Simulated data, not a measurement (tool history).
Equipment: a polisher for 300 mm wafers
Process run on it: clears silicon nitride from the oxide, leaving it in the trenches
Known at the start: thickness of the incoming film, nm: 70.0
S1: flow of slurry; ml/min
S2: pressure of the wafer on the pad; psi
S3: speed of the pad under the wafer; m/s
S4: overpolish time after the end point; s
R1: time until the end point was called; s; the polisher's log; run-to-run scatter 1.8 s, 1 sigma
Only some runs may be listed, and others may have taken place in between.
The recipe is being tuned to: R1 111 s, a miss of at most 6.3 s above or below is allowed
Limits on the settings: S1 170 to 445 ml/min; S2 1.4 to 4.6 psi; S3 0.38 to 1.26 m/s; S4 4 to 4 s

Run 1, hour 0: S1 285 ml/min, S2 3 psi, S3 0.82 m/s, S4 4 s. Result: R1 82.329 s.
Run 2, hour 7.7: S1 285 ml/min, S2 3 psi, S3 0.94 m/s, S4 4 s. Result: R1 70.929 s.
Run 3, hour 10.7: S1 285 ml/min, S2 3 psi, S3 0.86 m/s, S4 4 s. Result: R1 78.769 s.
Run 4, hour 15.6: S1 285 ml/min, S2 3 psi, S3 0.74 m/s, S4 4 s. Result: R1 87.276 s.
Run 5, hour 22.4: S1 285 ml/min, S2 2.8 psi, S3 0.74 m/s, S4 4 s. Result: R1 93.192 s.
Run 6, hour 29.7: S1 285 ml/min, S2 3.2 psi, S3 0.74 m/s, S4 4 s. Result: R1 80.619 s.
Run 7, hour 33: S1 285 ml/min, S2 3 psi, S3 0.74 m/s, S4 4 s. Result: R1 90.062 s.
Run 8, hour 38.5: S1 285 ml/min, S2 2.9 psi, S3 0.74 m/s, S4 4 s. Result: R1 90.094 s.
Run 9, hour 43.4: S1 285 ml/min, S2 2.8 psi, S3 0.74 m/s, S4 4 s. Result: R1 96.474 s.
Run 10, hour 48.9: S1 285 ml/min, S2 2.7 psi, S3 0.74 m/s, S4 4 s. Result: R1 96.747 s.
Run 11, hour 57.7: S1 285 ml/min, S2 2.6 psi, S3 0.74 m/s, S4 4 s. Result: R1 102.74 s.

Pick the move, out of 5, that brings all results within their allowed miss; only one does.
Run A, hour 66.5: S1 335 ml/min, S2 2.6 psi, S3 0.66 m/s, S4 4 s. Result: R1 ?.
Run B, hour 66.5: S1 445 ml/min, S2 2.3 psi, S3 0.84 m/s, S4 4 s. Result: R1 ?.
Run C, hour 66.5: S1 325 ml/min, S2 2.8 psi, S3 0.82 m/s, S4 4 s. Result: R1 ?.
Run D, hour 66.5: S1 200 ml/min, S2 2.7 psi, S3 0.78 m/s, S4 4 s. Result: R1 ?.
Run E, hour 66.5: S1 290 ml/min, S2 2.8 psi, S3 0.74 m/s, S4 4 s. Result: R1 ?.

move      R1
   A  109.48
   B  95.044
   C  83.132
   D  94.806
   E  92.722
A: all results in spec
B: its largest miss is bigger than the last run's
C: its largest miss is bigger than the last run's
D: its largest miss is bigger than the last run's
E: its largest miss is bigger than the last run's
A is the move that brings every result within its allowed miss.
